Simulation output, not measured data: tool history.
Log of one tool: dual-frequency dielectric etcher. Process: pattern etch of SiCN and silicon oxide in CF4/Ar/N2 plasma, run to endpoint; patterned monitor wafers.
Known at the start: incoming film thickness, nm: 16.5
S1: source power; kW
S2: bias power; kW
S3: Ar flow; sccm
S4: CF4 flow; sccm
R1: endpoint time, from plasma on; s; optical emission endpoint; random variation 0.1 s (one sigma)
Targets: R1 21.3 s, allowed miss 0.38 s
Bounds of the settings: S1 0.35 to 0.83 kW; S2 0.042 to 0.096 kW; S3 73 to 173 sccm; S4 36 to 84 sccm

Run 1, day 0: S1 0.59 kW, S2 0.069 kW, S3 123 sccm, S4 60 sccm. Result: R1 16.214 s.
Run 2, day 0.246: S1 0.59 kW, S2 0.065 kW, S3 123 sccm, S4 60 sccm. Result: R1 16.306 s.
Run 3, day 0.338: S1 0.59 kW, S2 0.075 kW, S3 123 sccm, S4 60 sccm. Result: R1 15.758 s.
Run 4, day 0.679: S1 0.65 kW, S2 0.075 kW, S3 123 sccm, S4 60 sccm. Result: R1 14.606 s.
Run 5, day 0.733: S1 0.61 kW, S2 0.075 kW, S3 123 sccm, S4 60 sccm. Result: R1 15.413 s.
Run 6, day 1.062: S1 0.58 kW, S2 0.075 kW, S3 123 sccm, S4 60 sccm. Result: R1 16.108 s.
Run 7, day 1.196: S1 0.55 kW, S2 0.075 kW, S3 123 sccm, S4 60 sccm. Result: R1 16.827 s.
Run 8, day 1.25: S1 0.43 kW, S2 0.073 kW, S3 123 sccm, S4 60 sccm. Result: R1 20.256 s.

5 next moves are on the table. One of them brings every result within its allowed miss. Which?
Run A, day 1.304: S1 0.45 kW, S2 0.064 kW, S3 135 sccm, S4 68 sccm. Result: R1 ?.
Run B, day 1.304: S1 0.43 kW, S2 0.071 kW, S3 116 sccm, S4 45 sccm. Result: R1 ?.
Run C, day 1.304: S1 0.44 kW, S2 0.071 kW, S3 126 sccm, S4 61 sccm. Result: R1 ?.
Run D, day 1.304: S1 0.44 kW, S2 0.077 kW, S3 131 sccm, S4 59 sccm. Result: R1 ?.
Run E, day 1.304: S1 0.43 kW, S2 0.074 kW, S3 134 sccm, S4 62 sccm. Result: R1 ?.

move      R1
   A  20.221
   B  21.175
   C  20.121
   D  20.041
   E  20.535
A: as far off as the last run
B: meets every target
C: further off than the last run
D: further off than the last run
E: nearer than the last run, and not there yet
Move B is the one to make.
